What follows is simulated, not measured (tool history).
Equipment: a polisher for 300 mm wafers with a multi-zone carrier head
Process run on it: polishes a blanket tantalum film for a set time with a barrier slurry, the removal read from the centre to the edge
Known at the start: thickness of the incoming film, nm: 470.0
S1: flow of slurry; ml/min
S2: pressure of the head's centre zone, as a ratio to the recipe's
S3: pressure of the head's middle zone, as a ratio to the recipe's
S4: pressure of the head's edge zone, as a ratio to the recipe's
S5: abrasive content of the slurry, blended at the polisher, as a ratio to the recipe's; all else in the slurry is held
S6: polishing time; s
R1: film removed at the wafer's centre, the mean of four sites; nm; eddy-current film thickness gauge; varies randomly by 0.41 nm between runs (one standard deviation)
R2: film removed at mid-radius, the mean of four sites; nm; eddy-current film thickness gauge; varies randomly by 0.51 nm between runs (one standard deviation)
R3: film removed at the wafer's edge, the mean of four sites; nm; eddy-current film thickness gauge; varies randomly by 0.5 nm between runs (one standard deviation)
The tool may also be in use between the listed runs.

run  hour   S1    S2    S3    S4    S5  S6      R1      R2      R3
  1   0.0  215  1.00  1.00  1.00  1.00  36  45.552  44.788  44.971
  2   3.3  215  1.00  0.95  1.00  1.00  36  45.401  42.095  44.804
  3   5.0  215  0.93  0.95  1.00  1.00  36  42.477  41.672  46.064
  4  11.6  215  0.92  0.95  0.98  0.95  36  40.822  41.954  43.690
  5  17.0  215  0.92  0.95  0.92  0.95  36  40.618  41.792  43.141
  6  19.2  210  0.91  0.94  0.91  0.90  36  40.332  40.955  42.712
  7  22.0  210  0.90  0.93  0.91  0.85  36  38.573  40.017  41.692
  8  24.3  210  0.90  0.92  0.91  0.80  36  38.271  39.341  40.394
  9  28.0  210  0.89  0.91  0.91  0.80  36  37.479  38.815  41.084
 10  36.4  210  0.89  0.90  0.90  0.75  36  37.292  37.908  40.139
 11  37.1  210  0.89  0.89  0.90  0.75  36  37.454  37.030  39.649
 12  42.0  210  0.89  0.89  0.90  0.75  36  36.287  36.495  40.201

The next listed run, before its measurement:
 13  47.6  210  0.89  0.89  0.89  0.75  36   ?   ?   ?

{"run 13": {"R1": 36.807, "R2": 37.121, "R3": 39.127}}
